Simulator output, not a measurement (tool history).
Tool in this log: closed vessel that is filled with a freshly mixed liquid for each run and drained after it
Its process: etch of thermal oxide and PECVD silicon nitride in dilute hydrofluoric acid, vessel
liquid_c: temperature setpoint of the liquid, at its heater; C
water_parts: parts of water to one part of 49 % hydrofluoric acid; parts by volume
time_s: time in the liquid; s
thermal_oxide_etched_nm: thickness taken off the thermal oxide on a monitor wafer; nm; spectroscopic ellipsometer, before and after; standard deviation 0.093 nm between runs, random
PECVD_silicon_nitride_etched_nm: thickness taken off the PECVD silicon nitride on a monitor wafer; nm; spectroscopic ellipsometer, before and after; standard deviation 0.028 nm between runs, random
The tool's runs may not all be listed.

run	day	liquid_c	water_parts	time_s	thermal_oxide_etched_nm	PECVD_silicon_nitride_etched_nm
1	0.000	21.0	125	195	6.1281	4.3700
2	0.296	21.0	95	195	8.3590	5.7028
3	0.650	21.0	95	145	6.2264	4.2434
4	0.954	21.0	85	140	6.9163	4.6114
5	1.000	21.0	85	170	8.3343	5.5614
6	1.162	22.0	85	170	8.4983	5.9147
7	1.338	21.5	80	170	8.9294	6.0273

Run 8, settings as shown, results not yet in. Your forecast:
8	1.450	21.0	75	170	?	?

thermal_oxide_etched_nm: 9.5384 nm
PECVD_silicon_nitride_etched_nm: 6.2358 nm
